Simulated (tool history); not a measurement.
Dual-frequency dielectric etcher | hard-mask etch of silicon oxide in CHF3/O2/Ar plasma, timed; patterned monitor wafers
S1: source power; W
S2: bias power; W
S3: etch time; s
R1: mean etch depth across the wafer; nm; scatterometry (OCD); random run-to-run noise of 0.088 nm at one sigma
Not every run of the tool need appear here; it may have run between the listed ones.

run    day   S1   S2    S3      R1
  1  0.000  530  187  14.0  26.858
  2  0.367  510  186  14.0  26.459
  3  0.642  490  185  14.0  26.211
  4  0.812  470  184  14.0  25.624
  5  1.175  470  184  14.0  25.788
     1.242  -- wet clean of the chamber
  6  1.242  430  184  14.0  25.732

Run 7 comes next. What will it give?
  7  1.388  420  181  14.0   ?

{"run 7": {"R1": 25.177}}

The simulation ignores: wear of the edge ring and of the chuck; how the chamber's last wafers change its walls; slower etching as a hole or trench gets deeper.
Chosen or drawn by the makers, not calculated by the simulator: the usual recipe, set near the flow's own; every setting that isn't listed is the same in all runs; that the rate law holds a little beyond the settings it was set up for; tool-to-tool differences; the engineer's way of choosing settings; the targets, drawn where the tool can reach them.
